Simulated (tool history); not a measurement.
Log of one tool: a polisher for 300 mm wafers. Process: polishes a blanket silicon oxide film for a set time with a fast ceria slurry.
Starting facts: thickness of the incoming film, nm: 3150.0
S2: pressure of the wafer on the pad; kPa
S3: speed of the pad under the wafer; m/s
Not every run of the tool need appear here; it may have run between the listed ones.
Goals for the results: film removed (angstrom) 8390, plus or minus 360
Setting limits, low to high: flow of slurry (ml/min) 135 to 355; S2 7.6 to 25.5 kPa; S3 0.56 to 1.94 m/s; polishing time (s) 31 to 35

{"run": 1, "day": 0.0, "flow of slurry (ml/min)": 225, "S2": 16.5, "S3": 1.24, "polishing time (s)": 35, "film removed (angstrom)": 6108.4}
{"run": 2, "day": 0.354, "flow of slurry (ml/min)": 225, "S2": 17.9, "S3": 1.24, "polishing time (s)": 35, "film removed (angstrom)": 6571.9}
{"run": 3, "day": 0.617, "flow of slurry (ml/min)": 225, "S2": 19.3, "S3": 1.24, "polishing time (s)": 35, "film removed (angstrom)": 7253.9}
{"run": 4, "day": 0.742, "flow of slurry (ml/min)": 225, "S2": 15.9, "S3": 1.24, "polishing time (s)": 35, "film removed (angstrom)": 5885.7}
{"run": 5, "day": 1.05, "flow of slurry (ml/min)": 175, "S2": 15.9, "S3": 1.24, "polishing time (s)": 35, "film removed (angstrom)": 5615.2}
{"run": 6, "day": 1.325, "flow of slurry (ml/min)": 175, "S2": 15.9, "S3": 1.06, "polishing time (s)": 35, "film removed (angstrom)": 4787.6}
{"run": 7, "day": 1.412, "flow of slurry (ml/min)": 185, "S2": 17.9, "S3": 1.08, "polishing time (s)": 35, "film removed (angstrom)": 5675.5}
{"run": 8, "day": 1.592, "flow of slurry (ml/min)": 190, "S2": 19.3, "S3": 1.08, "polishing time (s)": 35, "film removed (angstrom)": 6176.4}
{"run": 9, "day": 1.7, "flow of slurry (ml/min)": 195, "S2": 20.7, "S3": 1.08, "polishing time (s)": 35, "film removed (angstrom)": 6457.9}
{"run": 10, "day": 1.942, "flow of slurry (ml/min)": 205, "S2": 22.1, "S3": 1.08, "polishing time (s)": 35, "film removed (angstrom)": 6921.8}

Exactly one of the 4 candidate moves below puts every result within its allowed miss. Which one?
{"run": "A", "day": 2.183, "flow of slurry (ml/min)": 200, "S2": 21.4, "S3": 1.46, "polishing time (s)": 35, "film removed (angstrom)": "?"}
{"run": "B", "day": 2.183, "flow of slurry (ml/min)": 150, "S2": 25.5, "S3": 1.24, "polishing time (s)": 34, "film removed (angstrom)": "?"}
{"run": "C", "day": 2.183, "flow of slurry (ml/min)": 225, "S2": 23.4, "S3": 1.32, "polishing time (s)": 35, "film removed (angstrom)": "?"}
{"run": "D", "day": 2.183, "flow of slurry (ml/min)": 200, "S2": 22.1, "S3": 1.14, "polishing time (s)": 35, "film removed (angstrom)": "?"}

move=A film_removed_(angstrom)=9093.8
move=B film_removed_(angstrom)=8514.9
move=C film_removed_(angstrom)=9172.8
move=D film_removed_(angstrom)=7377
A: moves the result that the last run missed by most past its target, out the other side
B: every result lands within tolerance
C: moves the result that the last run missed by most past its target, out the other side
D: an improvement on the last run, though not all results are within tolerance
The move that meets every target is B.
